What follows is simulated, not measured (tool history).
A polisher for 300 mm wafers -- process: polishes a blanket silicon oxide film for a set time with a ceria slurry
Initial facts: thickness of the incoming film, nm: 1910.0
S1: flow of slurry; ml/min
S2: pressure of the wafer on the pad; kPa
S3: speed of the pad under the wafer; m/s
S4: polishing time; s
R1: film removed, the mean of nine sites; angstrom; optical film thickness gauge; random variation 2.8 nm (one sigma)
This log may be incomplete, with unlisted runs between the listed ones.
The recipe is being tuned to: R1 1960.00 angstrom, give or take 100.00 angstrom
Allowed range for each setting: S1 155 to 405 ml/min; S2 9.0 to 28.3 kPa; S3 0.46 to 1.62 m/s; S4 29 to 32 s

run    day   S1    S2    S3  S4       R1
  1  0.000  260  18.6  1.04  32  1291.90
  2  0.029  260  18.6  0.94  32  1196.30
  3  0.188  260  18.6  1.02  32  1294.40
  4  0.542  295  18.6  1.02  32  1287.30
  5  0.871  295  18.6  0.80  32  1082.70
  6  1.079  295  15.9  0.80  32   934.14
  7  1.162  300  20.7  0.94  32  1340.80
  8  1.367  300  22.1  0.96  32  1489.10
  9  1.604  300  22.8  0.96  32  1544.50
 10  1.892  300  23.4  0.96  32  1525.50
 11  2.192  300  24.1  0.98  32  1658.50
 12  2.358  300  24.8  0.98  32  1647.00
 13  2.642  300  25.5  0.98  32  1747.00
 14  2.679  300  25.5  0.98  32  1750.40
 15  2.758  300  26.2  0.98  32  1790.90
 16  2.862  300  26.9  0.98  32  1848.40

Which of these 4 next moves meets every target?
  A  2.967  240  22.8  1.08  32   ?
  B  2.967  345  27.6  1.02  29   ?
  C  2.967  290  28.3  1.02  32   ?
  D  2.967  320  28.3  0.96  30   ?

move       R1
   A  1617.70
   B  1745.40
   C  1942.10
   D  1743.90
A: its largest miss is bigger than the last run's
B: its largest miss is bigger than the last run's
C: all results in spec
D: its largest miss is bigger than the last run's
The right move is C.
